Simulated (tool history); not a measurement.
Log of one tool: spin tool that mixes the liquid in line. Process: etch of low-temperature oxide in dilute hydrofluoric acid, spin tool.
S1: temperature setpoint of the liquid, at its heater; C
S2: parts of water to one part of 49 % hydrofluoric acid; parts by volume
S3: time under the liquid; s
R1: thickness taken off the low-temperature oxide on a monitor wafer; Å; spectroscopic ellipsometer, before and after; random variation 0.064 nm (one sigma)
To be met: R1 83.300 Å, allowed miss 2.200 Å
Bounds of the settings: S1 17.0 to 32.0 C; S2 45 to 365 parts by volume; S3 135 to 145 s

run	day	S1	S2	S3	R1
1	0.000	24.0	205	135	70.375
2	0.233	24.0	240	135	57.812
3	0.296	24.0	240	135	58.074
4	0.554	25.5	235	135	62.575
5	0.721	25.5	235	135	62.534
6	0.862	26.5	230	135	66.967
7	1.196	27.5	230	135	67.997
8	1.538	31.5	210	135	88.500

4 next moves are on the table. One of them brings every result within its allowed miss. Which?
A	1.879	28.5	180	135	?
B	1.879	32.0	225	135	?
C	1.879	30.5	205	135	?
D	1.879	32.0	200	135	?

move	R1
A	96.176
B	82.113
C	87.830
D	95.335
A: further off than the last run
B: meets every target
C: nearer than the last run, and not there yet
D: further off than the last run
Move B is the one to make.

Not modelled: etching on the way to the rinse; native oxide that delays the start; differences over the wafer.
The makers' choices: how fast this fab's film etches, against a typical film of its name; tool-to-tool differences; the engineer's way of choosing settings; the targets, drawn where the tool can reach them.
